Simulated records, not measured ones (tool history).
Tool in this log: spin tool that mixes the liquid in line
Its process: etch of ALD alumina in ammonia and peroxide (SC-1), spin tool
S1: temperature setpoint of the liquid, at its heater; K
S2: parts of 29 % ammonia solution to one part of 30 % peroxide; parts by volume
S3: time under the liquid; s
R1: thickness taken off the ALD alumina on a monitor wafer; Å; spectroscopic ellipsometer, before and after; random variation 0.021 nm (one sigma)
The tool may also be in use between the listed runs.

Run 1, hour 0.0: S1 320.15 K, S2 0.55 parts by volume, S3 55 s. Result: R1 15.6590 Å.
Run 2, hour 5.7: S1 320.15 K, S2 0.55 parts by volume, S3 35 s. Result: R1 10.0150 Å.
Run 3, hour 10.1: S1 320.15 K, S2 0.55 parts by volume, S3 35 s. Result: R1 10.1740 Å.
Run 4, hour 11.8: S1 320.15 K, S2 0.55 parts by volume, S3 35 s. Result: R1 9.9226 Å.
Run 5, hour 13.1: S1 320.15 K, S2 0.55 parts by volume, S3 55 s. Result: R1 15.3930 Å.
Run 6, hour 18.6: S1 320.15 K, S2 0.65 parts by volume, S3 55 s. Result: R1 15.8530 Å.
Run 7, hour 22.9: S1 321.65 K, S2 0.65 parts by volume, S3 55 s. Result: R1 17.3140 Å.

Estimate the outcome of run 8 from the log above:
Run 8, hour 25.2: S1 322.65 K, S2 0.65 parts by volume, S3 55 s. Result: R1 ?.

{"run 8": {"R1": 18.11}}
